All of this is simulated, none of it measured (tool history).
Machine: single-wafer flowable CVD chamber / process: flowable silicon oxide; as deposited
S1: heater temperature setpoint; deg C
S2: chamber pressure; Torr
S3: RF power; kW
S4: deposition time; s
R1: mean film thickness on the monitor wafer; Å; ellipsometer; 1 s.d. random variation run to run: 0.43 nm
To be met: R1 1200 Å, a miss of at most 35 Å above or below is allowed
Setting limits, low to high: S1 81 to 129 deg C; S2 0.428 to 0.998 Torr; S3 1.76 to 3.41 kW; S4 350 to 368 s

run,hour,S1,S2,S3,S4,R1
1,0,105,0.713,2.585,368,1726
2,7.3,105,0.713,2.585,350,1656.6
3,13.3,96,0.713,2.585,350,2306.9
4,19.3,99,0.712,2.585,350,2075.4
5,25.4,99,0.712,2.44,350,2037.5
6,31.7,108,0.712,2.44,350,1447.7
7,32.6,109,0.712,2.44,350,1400.6
8,40.2,110,0.712,2.44,350,1350.4
9,49.2,111,0.712,2.44,350,1299.6

Which of these 5 next moves meets every target?
A,58.2,110,0.723,2.26,350,?
B,58.2,107,0.561,2.535,365,?
C,58.2,114,0.688,2.605,366,?
D,58.2,111,0.647,2.125,351,?
E,58.2,113,0.8,2.295,367,?

move,R1
A,1340.6
B,1263.9
C,1199
D,1141.3
E,1399.3
A: further off than the last run
B: closer than the last run, but not yet in spec
C: all results in spec
D: the result that was furthest off in the last run now lies on the other side of its target
E: further off than the last run
Correct choice: C, which meets every target

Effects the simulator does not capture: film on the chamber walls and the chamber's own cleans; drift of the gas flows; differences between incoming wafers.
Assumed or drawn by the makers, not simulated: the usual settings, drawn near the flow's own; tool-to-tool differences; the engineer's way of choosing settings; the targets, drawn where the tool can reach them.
